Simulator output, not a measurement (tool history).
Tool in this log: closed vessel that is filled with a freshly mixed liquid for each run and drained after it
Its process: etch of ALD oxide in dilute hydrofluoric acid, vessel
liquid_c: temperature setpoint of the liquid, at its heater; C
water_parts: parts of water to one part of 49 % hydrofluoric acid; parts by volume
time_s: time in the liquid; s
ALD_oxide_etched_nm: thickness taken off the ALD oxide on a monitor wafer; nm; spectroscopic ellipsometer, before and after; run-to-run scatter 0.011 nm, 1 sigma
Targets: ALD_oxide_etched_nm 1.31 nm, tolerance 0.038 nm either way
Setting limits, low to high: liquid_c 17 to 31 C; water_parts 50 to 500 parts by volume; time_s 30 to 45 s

run 1 hour=0 | liquid_c=23 water_parts=275 time_s=45 | ALD_oxide_etched_nm=1.8489
run 2 hour=5.3 | liquid_c=21.5 water_parts=285 time_s=45 | ALD_oxide_etched_nm=1.6953
run 3 hour=13.4 | liquid_c=20.5 water_parts=295 time_s=45 | ALD_oxide_etched_nm=1.5575
run 4 hour=16.2 | liquid_c=20.5 water_parts=355 time_s=45 | ALD_oxide_etched_nm=1.2352
run 5 hour=19.4 | liquid_c=17 water_parts=355 time_s=45 | ALD_oxide_etched_nm=1.0747
run 6 hour=22.7 | liquid_c=18.5 water_parts=355 time_s=45 | ALD_oxide_etched_nm=1.1546
run 7 hour=26.8 | liquid_c=19.5 water_parts=355 time_s=45 | ALD_oxide_etched_nm=1.1857
run 8 hour=29.7 | liquid_c=20 water_parts=355 time_s=45 | ALD_oxide_etched_nm=1.1959
run 9 hour=37.5 | liquid_c=20.5 water_parts=355 time_s=45 | ALD_oxide_etched_nm=1.2176
run 10 hour=45 | liquid_c=21 water_parts=355 time_s=45 | ALD_oxide_etched_nm=1.2469
run 11 hour=53.1 | liquid_c=21.5 water_parts=355 time_s=45 | ALD_oxide_etched_nm=1.2472

Next run, 5 choices. One meets every target within its allowed miss, the rest don't. Which?
run A hour=61.2 | liquid_c=22 water_parts=335 time_s=45 | ALD_oxide_etched_nm=?
run B hour=61.2 | liquid_c=19.5 water_parts=325 time_s=45 | ALD_oxide_etched_nm=?
run C hour=61.2 | liquid_c=22.5 water_parts=335 time_s=45 | ALD_oxide_etched_nm=?
run D hour=61.2 | liquid_c=22 water_parts=275 time_s=30 | ALD_oxide_etched_nm=?
run E hour=61.2 | liquid_c=21 water_parts=325 time_s=45 | ALD_oxide_etched_nm=?

move=A ALD_oxide_etched_nm=1.3752
move=B ALD_oxide_etched_nm=1.311
move=C ALD_oxide_etched_nm=1.3989
move=D ALD_oxide_etched_nm=1.183
move=E ALD_oxide_etched_nm=1.3821
A: carries the result that was furthest off beyond its target, to the other side
B: all results in spec
C: carries the result that was furthest off beyond its target, to the other side
D: lands further from the targets than the last run did
E: carries the result that was furthest off beyond its target, to the other side
Answer: B
